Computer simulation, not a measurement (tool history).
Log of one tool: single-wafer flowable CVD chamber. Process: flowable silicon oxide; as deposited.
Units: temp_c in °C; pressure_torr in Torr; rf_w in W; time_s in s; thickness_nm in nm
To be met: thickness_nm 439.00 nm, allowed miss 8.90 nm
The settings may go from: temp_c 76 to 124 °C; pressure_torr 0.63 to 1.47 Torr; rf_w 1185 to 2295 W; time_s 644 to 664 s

Run 1, hour 0.0: temp_c 100 °C, pressure_torr 1.05 Torr, rf_w 1740 W, time_s 644 s. Result: thickness_nm 525.10 nm.
Run 2, hour 8.7: temp_c 91 °C, pressure_torr 1.05 Torr, rf_w 1740 W, time_s 644 s. Result: thickness_nm 736.73 nm.
Run 3, hour 10.0: temp_c 91 °C, pressure_torr 1.05 Torr, rf_w 1740 W, time_s 664 s. Result: thickness_nm 765.14 nm.
Run 4, hour 17.3: temp_c 91 °C, pressure_torr 1.05 Torr, rf_w 1960 W, time_s 664 s. Result: thickness_nm 798.22 nm.
Run 5, hour 20.7: temp_c 91 °C, pressure_torr 1.05 Torr, rf_w 1960 W, time_s 644 s. Result: thickness_nm 773.79 nm.
Run 6, hour 22.2: temp_c 91 °C, pressure_torr 1.05 Torr, rf_w 2070 W, time_s 644 s. Result: thickness_nm 787.16 nm.
Run 7, hour 29.5: temp_c 93 °C, pressure_torr 1.05 Torr, rf_w 2070 W, time_s 644 s. Result: thickness_nm 730.13 nm.
Run 8, hour 33.9: temp_c 95 °C, pressure_torr 1.05 Torr, rf_w 2070 W, time_s 644 s. Result: thickness_nm 675.42 nm.
Run 9, hour 36.0: temp_c 96 °C, pressure_torr 1.05 Torr, rf_w 2070 W, time_s 644 s. Result: thickness_nm 647.11 nm.
Run 10, hour 38.2: temp_c 97 °C, pressure_torr 1.05 Torr, rf_w 2070 W, time_s 644 s. Result: thickness_nm 629.61 nm.
At hour 44.6: RF generator calibrated.
Run 11, hour 44.6: temp_c 98 °C, pressure_torr 1.05 Torr, rf_w 2070 W, time_s 644 s. Result: thickness_nm 615.87 nm.
Run 12, hour 53.2: temp_c 99 °C, pressure_torr 1.05 Torr, rf_w 2070 W, time_s 644 s. Result: thickness_nm 597.25 nm.
Run 13, hour 58.6: temp_c 100 °C, pressure_torr 1.05 Torr, rf_w 2070 W, time_s 644 s. Result: thickness_nm 576.20 nm.
Run 14, hour 63.8: temp_c 100 °C, pressure_torr 1.05 Torr, rf_w 2070 W, time_s 644 s. Result: thickness_nm 573.34 nm.
Run 15, hour 66.8: temp_c 101 °C, pressure_torr 1.05 Torr, rf_w 2070 W, time_s 644 s. Result: thickness_nm 548.82 nm.

5 next moves are on the table. One of them brings every result within its allowed miss. Which?
Run A, hour 69.8: temp_c 107 °C, pressure_torr 0.98 Torr, rf_w 2065 W, time_s 644 s. Result: thickness_nm ?.
Run B, hour 69.8: temp_c 112 °C, pressure_torr 1.25 Torr, rf_w 2210 W, time_s 644 s. Result: thickness_nm ?.
Run C, hour 69.8: temp_c 104 °C, pressure_torr 0.98 Torr, rf_w 2150 W, time_s 644 s. Result: thickness_nm ?.
Run D, hour 69.8: temp_c 105 °C, pressure_torr 1.03 Torr, rf_w 2085 W, time_s 644 s. Result: thickness_nm ?.
Run E, hour 69.8: temp_c 106 °C, pressure_torr 0.96 Torr, rf_w 2120 W, time_s 644 s. Result: thickness_nm ?.

move  thickness_nm
   A        409.39
   B        438.11
   C        462.18
   D        465.26
   E        418.45
A: takes the result that was furthest off past its target
B: meets every target
C: nearer than the last run, and not there yet
D: nearer than the last run, and not there yet
E: takes the result that was furthest off past its target
Move B is the one to make.

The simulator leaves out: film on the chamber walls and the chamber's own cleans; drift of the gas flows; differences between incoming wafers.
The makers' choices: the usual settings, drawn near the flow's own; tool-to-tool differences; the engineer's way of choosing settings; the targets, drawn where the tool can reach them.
